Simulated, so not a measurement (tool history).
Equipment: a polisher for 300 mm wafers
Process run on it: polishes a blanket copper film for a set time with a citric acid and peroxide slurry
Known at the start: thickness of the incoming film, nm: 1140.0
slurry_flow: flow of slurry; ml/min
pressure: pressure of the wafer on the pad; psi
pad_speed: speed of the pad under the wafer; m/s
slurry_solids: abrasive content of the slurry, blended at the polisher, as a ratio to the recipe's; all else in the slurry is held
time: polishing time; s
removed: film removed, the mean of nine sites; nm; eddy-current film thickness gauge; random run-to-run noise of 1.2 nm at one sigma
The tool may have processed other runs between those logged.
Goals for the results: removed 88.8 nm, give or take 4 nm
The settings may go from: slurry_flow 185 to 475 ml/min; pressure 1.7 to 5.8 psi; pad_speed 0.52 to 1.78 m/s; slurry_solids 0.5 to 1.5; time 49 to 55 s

run 1 hour=0 | slurry_flow=305 pressure=3.7 pad_speed=1.14 slurry_solids=1 time=55 | removed=169.11
run 2 hour=7.9 | slurry_flow=305 pressure=3.7 pad_speed=1.38 slurry_solids=1 time=55 | removed=207.18
run 3 hour=10.4 | slurry_flow=305 pressure=3.2 pad_speed=1.28 slurry_solids=1 time=55 | removed=168.45
run 4 hour=13.5 | slurry_flow=305 pressure=2.8 pad_speed=1.2 slurry_solids=1 time=55 | removed=137.15
run 5 hour=16.5 | slurry_flow=305 pressure=2.8 pad_speed=1.2 slurry_solids=0.85 time=55 | removed=132.55
run 6 hour=18.1 | slurry_flow=305 pressure=2.5 pad_speed=1.18 slurry_solids=0.85 time=55 | removed=117.95
run 7 hour=24.4 | slurry_flow=305 pressure=2.3 pad_speed=1.16 slurry_solids=0.85 time=55 | removed=110.05
run 8 hour=27.3 | slurry_flow=305 pressure=2.2 pad_speed=1.14 slurry_solids=0.85 time=55 | removed=99.738
run 9 hour=30.6 | slurry_flow=305 pressure=2.1 pad_speed=1.14 slurry_solids=0.85 time=55 | removed=95.917

Exercise: of the 4 proposed moves below, exactly one satisfies all targets within the stated allowed misses. Which move is it?
run A hour=33.9 | slurry_flow=295 pressure=2 pad_speed=1.34 slurry_solids=0.85 time=49 | removed=?
run B hour=33.9 | slurry_flow=265 pressure=1.7 pad_speed=1.36 slurry_solids=1.1 time=50 | removed=?
run C hour=33.9 | slurry_flow=430 pressure=2.2 pad_speed=1.1 slurry_solids=1 time=55 | removed=?
run D hour=33.9 | slurry_flow=320 pressure=2.3 pad_speed=1.2 slurry_solids=0.75 time=49 | removed=?

move=A removed=95.453
move=B removed=88.615
move=C removed=102.51
move=D removed=96.177
A: closes in on the targets versus the last run, not all within tolerance yet
B: in spec on every target
C: moves away from the targets compared with the last run
D: as far off as the last run
B meets every target.
